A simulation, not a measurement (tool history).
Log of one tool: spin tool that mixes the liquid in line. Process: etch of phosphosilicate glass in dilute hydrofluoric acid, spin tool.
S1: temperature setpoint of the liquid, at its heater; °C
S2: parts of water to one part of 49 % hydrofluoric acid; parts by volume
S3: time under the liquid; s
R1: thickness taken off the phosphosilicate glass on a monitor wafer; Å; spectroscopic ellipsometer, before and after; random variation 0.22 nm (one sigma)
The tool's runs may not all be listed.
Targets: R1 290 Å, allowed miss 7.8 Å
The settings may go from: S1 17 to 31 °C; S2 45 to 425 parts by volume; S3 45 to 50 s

run	hour	S1	S2	S3	R1
1	0	23	235	45	199.08
2	1.9	23	305	45	144.39
3	4.8	25	305	45	154.24
4	10.7	25	305	45	153.07
5	19.1	26.5	275	45	186.09
6	20.2	26.5	215	45	252.33
7	28.3	27.5	215	45	258.65
8	34.9	28.5	215	45	271.39
9	41.6	29	215	45	273.65

5 next moves are on the table. One of them brings every result within its allowed miss. Which?
A	48.3	26.5	210	45	?
B	48.3	29	215	50	?
C	48.3	30	240	45	?
D	48.3	28.5	220	50	?
E	48.3	25.5	215	50	?

move	R1
A	261.63
B	308.23
C	249.68
D	294.33
E	272.43
A: further off than the last run
B: takes the result that was furthest off past its target
C: further off than the last run
D: meets every target
E: further off than the last run
The right move is D.
